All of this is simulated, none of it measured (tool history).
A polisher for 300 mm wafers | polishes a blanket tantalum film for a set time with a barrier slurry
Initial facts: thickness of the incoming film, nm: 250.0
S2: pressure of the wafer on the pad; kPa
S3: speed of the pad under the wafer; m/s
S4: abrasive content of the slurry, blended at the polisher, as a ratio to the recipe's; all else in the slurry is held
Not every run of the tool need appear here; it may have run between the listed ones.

run 1 day=0 | flow_of_slurry_(ml/min)=150 S2=16.5 S3=1.16 S4=1 polishing_time_(s)=26 | film_removed_(Å)=680.62
run 2 day=0.171 | flow_of_slurry_(ml/min)=150 S2=16.5 S3=1.16 S4=1 polishing_time_(s)=24 | film_removed_(Å)=613.24
run 3 day=0.2 | flow_of_slurry_(ml/min)=150 S2=16.5 S3=1.16 S4=1 polishing_time_(s)=24 | film_removed_(Å)=619.4
run 4 day=0.312 | flow_of_slurry_(ml/min)=150 S2=15.9 S3=1.16 S4=1 polishing_time_(s)=24 | film_removed_(Å)=597.32
-- day=0.504 head pressure recalibrated
run 5 day=0.504 | flow_of_slurry_(ml/min)=180 S2=15.9 S3=1.16 S4=1 polishing_time_(s)=24 | film_removed_(Å)=645.45
run 6 day=0.604 | flow_of_slurry_(ml/min)=170 S2=15.2 S3=1.16 S4=1 polishing_time_(s)=24 | film_removed_(Å)=599.28

Run 7 has not been measured yet. What should we expect?
run 7 day=0.938 | flow_of_slurry_(ml/min)=165 S2=15.2 S3=1.16 S4=1 polishing_time_(s)=24 | film_removed_(Å)=?

Run 7 gave film removed (Å) 623.74.

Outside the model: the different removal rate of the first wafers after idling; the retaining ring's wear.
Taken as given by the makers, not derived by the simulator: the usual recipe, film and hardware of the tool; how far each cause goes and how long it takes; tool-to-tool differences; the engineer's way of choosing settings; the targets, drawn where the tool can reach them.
